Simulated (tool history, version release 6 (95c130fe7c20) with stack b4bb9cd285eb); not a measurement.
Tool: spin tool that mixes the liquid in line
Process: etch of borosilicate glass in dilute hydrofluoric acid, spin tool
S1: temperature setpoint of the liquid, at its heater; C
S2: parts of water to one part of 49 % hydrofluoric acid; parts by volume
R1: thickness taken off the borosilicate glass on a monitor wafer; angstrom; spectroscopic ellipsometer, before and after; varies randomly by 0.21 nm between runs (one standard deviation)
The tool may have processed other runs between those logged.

run 1 day=0 | S1=20 S2=165 time_under_the_liquid_(s)=100 | R1=209.23
run 2 day=0.138 | S1=20 S2=165 time_under_the_liquid_(s)=105 | R1=222.42
run 3 day=0.246 | S1=20 S2=220 time_under_the_liquid_(s)=105 | R1=156.59
run 4 day=0.554 | S1=21 S2=215 time_under_the_liquid_(s)=105 | R1=166.76
run 5 day=0.642 | S1=22 S2=210 time_under_the_liquid_(s)=105 | R1=177.93
run 6 day=0.821 | S1=22 S2=210 time_under_the_liquid_(s)=100 | R1=171.57
run 7 day=1.179 | S1=23 S2=205 time_under_the_liquid_(s)=100 | R1=184.32
run 8 day=1.271 | S1=24 S2=200 time_under_the_liquid_(s)=100 | R1=193.81
run 9 day=1.558 | S1=24.5 S2=195 time_under_the_liquid_(s)=100 | R1=205.18
run 10 day=1.633 | S1=25 S2=190 time_under_the_liquid_(s)=100 | R1=217.9
run 11 day=1.671 | S1=25.5 S2=190 time_under_the_liquid_(s)=100 | R1=221.61

Estimate the outcome of run 12 from the log above:
run 12 day=1.912 | S1=26 S2=185 time_under_the_liquid_(s)=100 | R1=?

Logged for run 12: R1 230.93 angstrom.
